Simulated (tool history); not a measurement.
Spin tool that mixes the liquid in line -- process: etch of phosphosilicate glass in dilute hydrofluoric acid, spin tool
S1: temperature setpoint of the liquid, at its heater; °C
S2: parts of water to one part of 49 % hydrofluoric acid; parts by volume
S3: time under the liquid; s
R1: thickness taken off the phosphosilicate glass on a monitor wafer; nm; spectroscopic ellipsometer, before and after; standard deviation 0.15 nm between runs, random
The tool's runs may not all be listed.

run	hour	S1	S2	S3	R1
1	0	23	105	45	55.537
2	8.8	20	105	45	49.516
3	16.7	20	70	45	76.971
4	24.3	19	85	45	59.239
5	27.3	19	100	45	49.862
6	35.5	18.5	105	45	45.935

Run 7 is up next; what results do you expect?
7	39	18	110	45	?

{"run 7": {"R1": 43.023}}
